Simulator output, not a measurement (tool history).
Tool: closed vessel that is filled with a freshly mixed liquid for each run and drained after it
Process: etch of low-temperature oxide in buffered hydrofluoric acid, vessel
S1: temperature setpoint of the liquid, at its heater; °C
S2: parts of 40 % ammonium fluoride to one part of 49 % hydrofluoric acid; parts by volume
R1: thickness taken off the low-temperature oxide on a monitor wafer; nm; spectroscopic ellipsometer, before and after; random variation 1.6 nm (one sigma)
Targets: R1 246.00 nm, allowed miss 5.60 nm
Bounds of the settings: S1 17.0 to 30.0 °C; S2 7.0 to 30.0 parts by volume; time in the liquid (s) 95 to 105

Run 1, hour 0.0: S1 22.0 °C, S2 20.0 parts by volume, time in the liquid (s) 95. Result: R1 176.98 nm.
Run 2, hour 7.8: S1 24.0 °C, S2 20.0 parts by volume, time in the liquid (s) 95. Result: R1 198.23 nm.
Run 3, hour 16.0: S1 24.0 °C, S2 14.5 parts by volume, time in the liquid (s) 95. Result: R1 273.34 nm.
Run 4, hour 19.3: S1 24.0 °C, S2 11.0 parts by volume, time in the liquid (s) 95. Result: R1 354.32 nm.
At hour 21.1: hydrofluoric acid flow meter replaced.
Run 5, hour 21.1: S1 24.0 °C, S2 11.0 parts by volume, time in the liquid (s) 95. Result: R1 320.39 nm.
Run 6, hour 27.3: S1 22.5 °C, S2 11.0 parts by volume, time in the liquid (s) 95. Result: R1 296.99 nm.
Run 7, hour 31.7: S1 21.5 °C, S2 11.0 parts by volume, time in the liquid (s) 95. Result: R1 281.68 nm.
Run 8, hour 36.9: S1 18.5 °C, S2 11.0 parts by volume, time in the liquid (s) 95. Result: R1 235.69 nm.

Which of these 5 next moves meets every target?
Run A, hour 42.1: S1 19.0 °C, S2 12.0 parts by volume, time in the liquid (s) 100. Result: R1 ?.
Run B, hour 42.1: S1 17.5 °C, S2 10.5 parts by volume, time in the liquid (s) 95. Result: R1 ?.
Run C, hour 42.1: S1 20.0 °C, S2 13.0 parts by volume, time in the liquid (s) 95. Result: R1 ?.
Run D, hour 42.1: S1 19.0 °C, S2 12.0 parts by volume, time in the liquid (s) 105. Result: R1 ?.
Run E, hour 42.1: S1 19.0 °C, S2 12.5 parts by volume, time in the liquid (s) 95. Result: R1 ?.

move      R1
   A  237.65
   B  236.26
   C  220.82
   D  249.54
   E  216.93
A: nearer than the last run, and not there yet
B: nearer than the last run, and not there yet
C: further off than the last run
D: meets every target
E: further off than the last run
Answer: D
